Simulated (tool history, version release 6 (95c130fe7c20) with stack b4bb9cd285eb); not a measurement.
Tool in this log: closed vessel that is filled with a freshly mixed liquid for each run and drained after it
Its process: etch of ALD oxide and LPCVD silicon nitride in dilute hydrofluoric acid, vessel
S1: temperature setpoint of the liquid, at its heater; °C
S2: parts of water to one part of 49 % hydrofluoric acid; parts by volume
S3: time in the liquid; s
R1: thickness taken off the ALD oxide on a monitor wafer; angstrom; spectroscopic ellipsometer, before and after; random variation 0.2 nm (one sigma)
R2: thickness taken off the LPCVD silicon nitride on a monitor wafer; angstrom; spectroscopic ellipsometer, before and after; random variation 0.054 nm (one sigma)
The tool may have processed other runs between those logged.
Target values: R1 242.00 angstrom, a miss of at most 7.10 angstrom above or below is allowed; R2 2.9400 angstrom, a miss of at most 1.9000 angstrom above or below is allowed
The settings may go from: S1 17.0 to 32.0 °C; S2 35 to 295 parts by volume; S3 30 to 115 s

run 1 hour=0.0 | S1=24.0 S2=165 S3=60 | R1=105.86 R2=1.6554
run 2 hour=5.2 | S1=25.5 S2=165 S3=60 | R1=111.96 R2=2.0840
run 3 hour=10.3 | S1=25.5 S2=165 S3=85 | R1=157.84 R2=2.9382
run 4 hour=15.2 | S1=23.0 S2=165 S3=85 | R1=143.23 R2=2.2932
run 5 hour=18.7 | S1=25.0 S2=165 S3=85 | R1=156.82 R2=2.6451
run 6 hour=27.9 | S1=26.5 S2=155 S3=85 | R1=178.91 R2=3.2120
run 7 hour=34.8 | S1=30.5 S2=130 S3=85 | R1=254.37 R2=4.3141
run 8 hour=43.1 | S1=30.5 S2=130 S3=85 | R1=251.58 R2=5.9864

Next run, 4 choices. One meets every target within its allowed miss, the rest don't. Which?
run A hour=51.4 | S1=19.5 S2=90 S3=90 | R1=? R2=?
run B hour=51.4 | S1=22.5 S2=115 S3=90 | R1=? R2=?
run C hour=51.4 | S1=23.0 S2=115 S3=95 | R1=? R2=?
run D hour=51.4 | S1=21.5 S2=100 S3=80 | R1=? R2=?

move=A R1=262.07 R2=1.9744
move=B R1=225.19 R2=1.9017
move=C R1=242.46 R2=2.0748
move=D R1=225.01 R2=1.8137
A: gets the furthest-off result to its target, but another result is out of tolerance
B: gets the furthest-off result to its target, but another result is out of tolerance
C: hits every target within its allowed miss
D: gets the furthest-off result to its target, but another result is out of tolerance
The move that meets every target is C.
